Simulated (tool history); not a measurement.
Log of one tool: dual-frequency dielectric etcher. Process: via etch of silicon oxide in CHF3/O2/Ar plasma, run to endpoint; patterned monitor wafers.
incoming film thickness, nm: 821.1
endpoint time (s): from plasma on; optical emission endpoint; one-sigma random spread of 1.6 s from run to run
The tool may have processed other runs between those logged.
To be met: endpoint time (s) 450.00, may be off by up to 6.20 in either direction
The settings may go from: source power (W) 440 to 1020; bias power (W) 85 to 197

| run | hour | source power (W) | bias power (W) | endpoint time (s) |
|---|---|---|---|---|
| 1 | 0.0 | 730 | 141 | 412.12 |
| 2 | 0.7 | 730 | 164 | 388.68 |
| 3 | 6.9 | 670 | 164 | 408.56 |
| 4 | 12.4 | 670 | 184 | 390.06 |
| 5 | 15.4 | 740 | 184 | 369.43 |
| 6 | 20.8 | 820 | 184 | 348.04 |
| 7 | 24.4 | 770 | 183 | 357.71 |
|  | 29.8 | wet clean of the chamber |
| 8 | 29.8 | 730 | 182 | 381.74 |
| 9 | 30.4 | 700 | 181 | 393.20 |

Consider the 4 candidate settings below. Which is the only one whose results all fall within their allowed miss of target?
| A | 31.0 | 980 | 197 | ? |
| B | 31.0 | 730 | 190 | ? |
| C | 31.0 | 830 | 167 | ? |
| D | 31.0 | 590 | 165 | ? |

| move | endpoint time (s) |
|---|---|
| A | 316.83 |
| B | 373.95 |
| C | 367.67 |
| D | 446.95 |
A: misses by more than the last run did
B: misses by more than the last run did
C: misses by more than the last run did
D: each result inside its tolerance
D meets every target.
